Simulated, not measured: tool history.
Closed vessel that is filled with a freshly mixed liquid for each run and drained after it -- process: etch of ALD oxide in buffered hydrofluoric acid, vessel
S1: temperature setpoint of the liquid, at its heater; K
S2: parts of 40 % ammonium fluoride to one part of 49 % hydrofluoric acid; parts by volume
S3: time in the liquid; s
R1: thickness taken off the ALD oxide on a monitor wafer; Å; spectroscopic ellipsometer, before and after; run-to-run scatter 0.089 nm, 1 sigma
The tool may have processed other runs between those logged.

Run 1, hour 0: S1 293.15 K, S2 21.5 parts by volume, S3 30 s. Result: R1 140.3 Å.
Run 2, hour 3.3: S1 292.65 K, S2 21.5 parts by volume, S3 30 s. Result: R1 136.66 Å.
Run 3, hour 8.1: S1 292.15 K, S2 21.5 parts by volume, S3 30 s. Result: R1 133.19 Å.
Run 4, hour 9.9: S1 294.65 K, S2 21.5 parts by volume, S3 30 s. Result: R1 151.8 Å.
Run 5, hour 15.6: S1 294.15 K, S2 21.5 parts by volume, S3 30 s. Result: R1 148.19 Å.
Run 6, hour 19.2: S1 293.65 K, S2 21.5 parts by volume, S3 30 s. Result: R1 146.91 Å.
Run 7, hour 25.7: S1 293.15 K, S2 21.5 parts by volume, S3 30 s. Result: R1 138.72 Å.
Run 8, hour 30.5: S1 292.65 K, S2 21.5 parts by volume, S3 30 s. Result: R1 136.92 Å.
Run 9, hour 34.9: S1 292.65 K, S2 21.5 parts by volume, S3 30 s. Result: R1 138.4 Å.
Run 10, hour 39: S1 292.15 K, S2 22 parts by volume, S3 30 s. Result: R1 132.57 Å.
Run 11, hour 47.9: S1 292.15 K, S2 22 parts by volume, S3 30 s. Result: R1 131.23 Å.

Run 12, settings as shown, results not yet in. Your forecast:
Run 12, hour 54.4: S1 291.65 K, S2 22 parts by volume, S3 30 s. Result: R1 ?.

{"run 12": {"R1": 128.11}}

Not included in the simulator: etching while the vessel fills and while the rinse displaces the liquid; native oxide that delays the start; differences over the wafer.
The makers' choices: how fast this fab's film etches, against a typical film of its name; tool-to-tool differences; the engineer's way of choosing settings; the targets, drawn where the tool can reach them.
